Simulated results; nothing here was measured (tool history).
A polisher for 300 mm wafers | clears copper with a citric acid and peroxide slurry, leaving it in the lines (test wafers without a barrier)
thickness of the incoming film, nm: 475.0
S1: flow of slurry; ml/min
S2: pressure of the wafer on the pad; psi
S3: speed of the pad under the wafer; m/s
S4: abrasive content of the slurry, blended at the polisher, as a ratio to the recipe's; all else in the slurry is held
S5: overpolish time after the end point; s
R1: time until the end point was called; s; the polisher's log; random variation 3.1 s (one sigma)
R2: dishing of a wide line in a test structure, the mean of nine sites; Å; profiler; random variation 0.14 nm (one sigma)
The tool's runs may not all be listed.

run  hour   S1   S2    S3   S4  S5      R1      R2
  1     0  260  3.4  1.38    1   9  135.94  220.43
  2     7  260    4  1.38    1   9  117.56  264.81
  3  15.2  260    4  1.38  0.9   9  120.46  248.63
  4  21.6  260    4  1.38  0.9   6  119.31  173.21
  5  26.9  210    4  1.38  0.9   6   124.8  167.81
  6  29.1  215  3.8  1.38  0.9   6  136.66  159.33
  7    32  225  3.6  1.38  0.9   6  138.82  155.23

Forecast run 8:
  8  32.8  255  2.6  1.36  0.9   4   ?   ?

{"run 8": {"R1": 180.44, "R2": 79.129}}
